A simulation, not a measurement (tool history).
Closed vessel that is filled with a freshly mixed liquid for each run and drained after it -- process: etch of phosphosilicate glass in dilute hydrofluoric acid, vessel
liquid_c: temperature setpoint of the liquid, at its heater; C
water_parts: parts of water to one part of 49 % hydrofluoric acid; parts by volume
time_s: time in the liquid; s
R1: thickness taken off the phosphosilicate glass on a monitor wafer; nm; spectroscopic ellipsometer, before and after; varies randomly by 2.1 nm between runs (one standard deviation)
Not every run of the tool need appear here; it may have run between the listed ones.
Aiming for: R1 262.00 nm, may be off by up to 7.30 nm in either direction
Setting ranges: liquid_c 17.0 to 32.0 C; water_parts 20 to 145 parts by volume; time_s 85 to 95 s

{"run": 1, "day": 0.0, "liquid_c": 24.0, "water_parts": 80, "time_s": 85, "R1": 181.84}
{"run": 2, "day": 0.125, "liquid_c": 24.0, "water_parts": 80, "time_s": 95, "R1": 206.42}
{"run": 3, "day": 0.5, "liquid_c": 20.5, "water_parts": 80, "time_s": 95, "R1": 177.48}
{"run": 4, "day": 0.833, "liquid_c": 20.5, "water_parts": 60, "time_s": 95, "R1": 245.78}
{"run": 5, "day": 0.975, "liquid_c": 20.5, "water_parts": 60, "time_s": 85, "R1": 216.71}
{"run": 6, "day": 1.196, "liquid_c": 20.5, "water_parts": 60, "time_s": 95, "R1": 244.54}
{"day": 1.246, "done": "hydrofluoric acid flow meter replaced"}
{"run": 7, "day": 1.246, "liquid_c": 21.5, "water_parts": 60, "time_s": 95, "R1": 237.22}
{"run": 8, "day": 1.529, "liquid_c": 22.0, "water_parts": 60, "time_s": 95, "R1": 243.65}
{"run": 9, "day": 1.679, "liquid_c": 22.5, "water_parts": 60, "time_s": 95, "R1": 249.18}
{"run": 10, "day": 1.85, "liquid_c": 23.0, "water_parts": 60, "time_s": 95, "R1": 248.33}

Exactly one of the 5 candidate moves below puts every result within its allowed miss. Which one?
{"run": "A", "day": 2.021, "liquid_c": 21.0, "water_parts": 50, "time_s": 85, "R1": "?"}
{"run": "B", "day": 2.021, "liquid_c": 24.5, "water_parts": 65, "time_s": 95, "R1": "?"}
{"run": "C", "day": 2.021, "liquid_c": 23.0, "water_parts": 65, "time_s": 95, "R1": "?"}
{"run": "D", "day": 2.021, "liquid_c": 28.0, "water_parts": 70, "time_s": 95, "R1": "?"}
{"run": "E", "day": 2.021, "liquid_c": 22.0, "water_parts": 60, "time_s": 95, "R1": "?"}

move=A R1=250.70
move=B R1=244.37
move=C R1=229.87
move=D R1=259.09
move=E R1=240.47
A: nearer than the last run, and not there yet
B: further off than the last run
C: further off than the last run
D: every result within its allowed miss
E: further off than the last run
D is the move that brings every result within its allowed miss.
